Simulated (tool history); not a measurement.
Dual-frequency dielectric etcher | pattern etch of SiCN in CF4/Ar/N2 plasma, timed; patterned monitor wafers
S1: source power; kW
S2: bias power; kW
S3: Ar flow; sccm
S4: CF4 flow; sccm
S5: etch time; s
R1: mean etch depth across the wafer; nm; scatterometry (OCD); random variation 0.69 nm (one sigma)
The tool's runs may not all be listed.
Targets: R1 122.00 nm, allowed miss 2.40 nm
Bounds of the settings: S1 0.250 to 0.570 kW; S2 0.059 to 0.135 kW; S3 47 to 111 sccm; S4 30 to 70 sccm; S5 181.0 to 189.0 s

run	hour	S1	S2	S3	S4	S5	R1
1	0.0	0.410	0.097	79	50	181.0	144.52
2	3.7	0.380	0.097	79	50	181.0	132.45
3	10.9	0.380	0.097	79	55	181.0	133.16
4	15.4	0.370	0.097	79	55	181.0	130.77
5	21.9	0.370	0.097	68	55	181.0	132.70
6	28.6	0.370	0.097	68	55	189.0	139.98
7	36.4	0.360	0.097	68	55	189.0	134.91
8	36.9	0.350	0.097	68	55	189.0	130.68
9	45.4	0.340	0.097	68	55	189.0	127.53

Which of these 5 next moves meets every target?
A	53.9	0.360	0.096	65	59	189.0	?
B	53.9	0.360	0.099	67	48	185.5	?
C	53.9	0.360	0.093	67	51	189.0	?
D	53.9	0.360	0.101	56	47	189.0	?
E	53.9	0.320	0.108	71	52	185.5	?

move	R1
A	134.71
B	130.10
C	129.34
D	135.87
E	120.54
A: further off than the last run
B: further off than the last run
C: further off than the last run
D: further off than the last run
E: meets every target
Answer: E
